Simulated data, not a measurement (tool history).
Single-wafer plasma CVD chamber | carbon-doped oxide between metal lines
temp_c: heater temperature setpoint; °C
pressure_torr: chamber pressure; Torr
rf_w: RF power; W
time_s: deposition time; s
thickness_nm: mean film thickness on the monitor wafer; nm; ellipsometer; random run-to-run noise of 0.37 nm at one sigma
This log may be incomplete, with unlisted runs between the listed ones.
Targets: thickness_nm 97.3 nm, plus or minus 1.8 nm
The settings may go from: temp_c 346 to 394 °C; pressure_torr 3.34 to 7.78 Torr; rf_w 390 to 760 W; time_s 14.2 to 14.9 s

run  hour  temp_c  pressure_torr  rf_w  time_s  thickness_nm
  1     0     370           5.56   575    14.9        80.772
  2   2.8     370              5   575    14.9        79.969
  3   5.9     370           4.38   575    14.9        79.146
  4   7.6     368           4.61   610    14.9        81.643
  5   8.9     368           4.61   535    14.9        76.584
  6  16.6     367            4.9   585    14.9        80.835
  7  17.8     366           5.17   620    14.9        83.827
  8  19.7     365           5.39   650    14.9        86.646
  9  25.3     364           5.59   675    14.9         89.21
 10  29.1     363           5.77   690    14.9         90.83
 11  32.6     362           5.93   700    14.9        91.822

Of the 5 settings listed for the next run, only one would bring every result within its allowed miss of target. Which one?
  A  36.1     356           6.03   750    14.9             ?
  B  36.1     353            6.2   755    14.2             ?
  C  36.1     358           5.95   650    14.7             ?
  D  36.1     378           5.78   750    14.4             ?
  E  36.1     355           6.65   675    14.9             ?

move  thickness_nm
   A        96.242
   B         93.03
   C        87.712
   D        88.505
   E        92.243
A: in spec on every target
B: better than the last run, though not everything is in spec
C: further off than the last run
D: further off than the last run
E: better than the last run, though not everything is in spec
Correct choice: A, which meets every target

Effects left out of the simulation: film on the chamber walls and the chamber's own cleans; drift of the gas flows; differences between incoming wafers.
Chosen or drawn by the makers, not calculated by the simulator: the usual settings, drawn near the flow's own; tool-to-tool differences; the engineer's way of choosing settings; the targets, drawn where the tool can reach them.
